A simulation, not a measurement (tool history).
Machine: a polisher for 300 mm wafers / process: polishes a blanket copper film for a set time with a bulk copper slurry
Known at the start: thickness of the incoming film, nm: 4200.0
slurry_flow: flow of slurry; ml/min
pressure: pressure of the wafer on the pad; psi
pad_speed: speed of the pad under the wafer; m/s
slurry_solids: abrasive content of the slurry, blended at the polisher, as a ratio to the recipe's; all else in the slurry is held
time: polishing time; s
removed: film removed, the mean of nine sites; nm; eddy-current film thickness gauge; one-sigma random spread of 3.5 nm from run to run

Run 1, day 0.000: slurry_flow 130 ml/min, pressure 1.8 psi, pad_speed 1.28 m/s, slurry_solids 1.00, time 37 s. Result: removed 247.50 nm.
Run 2, day 0.108: slurry_flow 130 ml/min, pressure 1.8 psi, pad_speed 1.28 m/s, slurry_solids 0.85, time 37 s. Result: removed 234.08 nm.
Run 3, day 0.312: slurry_flow 130 ml/min, pressure 1.8 psi, pad_speed 1.28 m/s, slurry_solids 0.95, time 37 s. Result: removed 246.98 nm.
Run 4, day 0.488: slurry_flow 130 ml/min, pressure 1.8 psi, pad_speed 1.28 m/s, slurry_solids 0.95, time 37 s. Result: removed 244.32 nm.
Run 5, day 0.758: slurry_flow 135 ml/min, pressure 1.9 psi, pad_speed 1.28 m/s, slurry_solids 0.95, time 37 s. Result: removed 252.90 nm.
Run 6, day 1.125: slurry_flow 135 ml/min, pressure 2.1 psi, pad_speed 1.28 m/s, slurry_solids 0.95, time 37 s. Result: removed 270.29 nm.
Run 7, day 1.325: slurry_flow 135 ml/min, pressure 2.2 psi, pad_speed 1.28 m/s, slurry_solids 0.95, time 37 s. Result: removed 283.38 nm.

What will run 8 give?
Run 8, day 1.467: slurry_flow 135 ml/min, pressure 2.3 psi, pad_speed 1.28 m/s, slurry_solids 0.95, time 37 s. Result: removed ?.

{"run 8": {"removed": 288.53}}
